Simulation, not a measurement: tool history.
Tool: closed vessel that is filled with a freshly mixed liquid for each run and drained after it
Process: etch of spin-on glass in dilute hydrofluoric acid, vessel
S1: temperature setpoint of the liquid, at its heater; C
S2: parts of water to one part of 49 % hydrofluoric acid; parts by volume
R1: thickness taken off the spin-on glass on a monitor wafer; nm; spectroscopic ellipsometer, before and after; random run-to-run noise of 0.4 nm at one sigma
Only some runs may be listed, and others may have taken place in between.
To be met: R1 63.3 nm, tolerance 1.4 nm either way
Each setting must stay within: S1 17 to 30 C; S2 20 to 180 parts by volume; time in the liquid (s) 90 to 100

run 1 hour=0 | S1=22 S2=100 time_in_the_liquid_(s)=90 | R1=52.261
run 2 hour=1.2 | S1=22 S2=130 time_in_the_liquid_(s)=90 | R1=38.255
run 3 hour=3.9 | S1=22 S2=160 time_in_the_liquid_(s)=90 | R1=30.395
run 4 hour=11 | S1=22 S2=145 time_in_the_liquid_(s)=90 | R1=33.69
run 5 hour=17.5 | S1=22 S2=145 time_in_the_liquid_(s)=100 | R1=37.878
run 6 hour=25.4 | S1=24 S2=145 time_in_the_liquid_(s)=100 | R1=41.005
run 7 hour=27.9 | S1=25.5 S2=135 time_in_the_liquid_(s)=100 | R1=47.488
run 8 hour=30 | S1=25.5 S2=135 time_in_the_liquid_(s)=100 | R1=46.751

Consider the 4 candidate settings below. Which is the only one whose results all fall within their allowed miss of target?
run A hour=32.1 | S1=25.5 S2=100 time_in_the_liquid_(s)=100 | R1=?
run B hour=32.1 | S1=25.5 S2=105 time_in_the_liquid_(s)=100 | R1=?
run C hour=32.1 | S1=27 S2=95 time_in_the_liquid_(s)=100 | R1=?
run D hour=32.1 | S1=26.5 S2=115 time_in_the_liquid_(s)=100 | R1=?

move=A R1=66.296
move=B R1=62.741
move=C R1=74.46
move=D R1=58.789
A: moves the result that the last run missed by most past its target, out the other side
B: in spec on every target
C: moves the result that the last run missed by most past its target, out the other side
D: moves toward the targets from the last run without getting all of them in spec
The move that meets every target is B.
